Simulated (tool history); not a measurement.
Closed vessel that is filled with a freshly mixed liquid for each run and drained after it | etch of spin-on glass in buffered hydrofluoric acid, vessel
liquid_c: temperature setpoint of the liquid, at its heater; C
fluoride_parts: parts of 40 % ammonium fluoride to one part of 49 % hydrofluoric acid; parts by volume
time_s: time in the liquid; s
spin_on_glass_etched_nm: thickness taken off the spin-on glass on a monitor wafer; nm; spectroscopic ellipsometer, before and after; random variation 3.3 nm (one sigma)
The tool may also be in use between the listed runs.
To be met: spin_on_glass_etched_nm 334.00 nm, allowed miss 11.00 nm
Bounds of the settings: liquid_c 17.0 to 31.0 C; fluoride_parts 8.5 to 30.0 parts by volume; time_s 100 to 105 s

run 1 day=0.000 | liquid_c=23.0 fluoride_parts=23.5 time_s=100 | spin_on_glass_etched_nm=144.74
run 2 day=0.317 | liquid_c=24.0 fluoride_parts=21.5 time_s=100 | spin_on_glass_etched_nm=165.12
run 3 day=0.462 | liquid_c=24.0 fluoride_parts=21.5 time_s=105 | spin_on_glass_etched_nm=170.45
run 4 day=0.717 | liquid_c=24.0 fluoride_parts=17.0 time_s=105 | spin_on_glass_etched_nm=213.67
-- day=1.050 hydrofluoric acid flow meter replaced
run 5 day=1.050 | liquid_c=25.0 fluoride_parts=16.5 time_s=105 | spin_on_glass_etched_nm=215.77
run 6 day=1.162 | liquid_c=25.0 fluoride_parts=19.0 time_s=105 | spin_on_glass_etched_nm=187.46
run 7 day=1.471 | liquid_c=24.0 fluoride_parts=17.5 time_s=105 | spin_on_glass_etched_nm=194.70
run 8 day=1.833 | liquid_c=25.0 fluoride_parts=16.5 time_s=105 | spin_on_glass_etched_nm=215.72
run 9 day=1.954 | liquid_c=25.5 fluoride_parts=15.5 time_s=105 | spin_on_glass_etched_nm=239.85
run 10 day=1.996 | liquid_c=26.0 fluoride_parts=15.5 time_s=105 | spin_on_glass_etched_nm=241.56
run 11 day=2.125 | liquid_c=26.5 fluoride_parts=15.0 time_s=105 | spin_on_glass_etched_nm=255.08
run 12 day=2.433 | liquid_c=27.0 fluoride_parts=15.0 time_s=105 | spin_on_glass_etched_nm=268.63
run 13 day=2.821 | liquid_c=27.5 fluoride_parts=15.0 time_s=105 | spin_on_glass_etched_nm=270.07

4 next moves are on the table. One of them brings every result within its allowed miss. Which?
run A day=3.208 | liquid_c=27.0 fluoride_parts=12.0 time_s=105 | spin_on_glass_etched_nm=?
run B day=3.208 | liquid_c=26.0 fluoride_parts=11.5 time_s=100 | spin_on_glass_etched_nm=?
run C day=3.208 | liquid_c=26.0 fluoride_parts=12.0 time_s=100 | spin_on_glass_etched_nm=?
run D day=3.208 | liquid_c=28.0 fluoride_parts=13.5 time_s=105 | spin_on_glass_etched_nm=?

move=A spin_on_glass_etched_nm=331.01
move=B spin_on_glass_etched_nm=311.44
move=C spin_on_glass_etched_nm=298.77
move=D spin_on_glass_etched_nm=311.17
A: meets every target
B: nearer than the last run, and not there yet
C: nearer than the last run, and not there yet
D: nearer than the last run, and not there yet
Answer: A
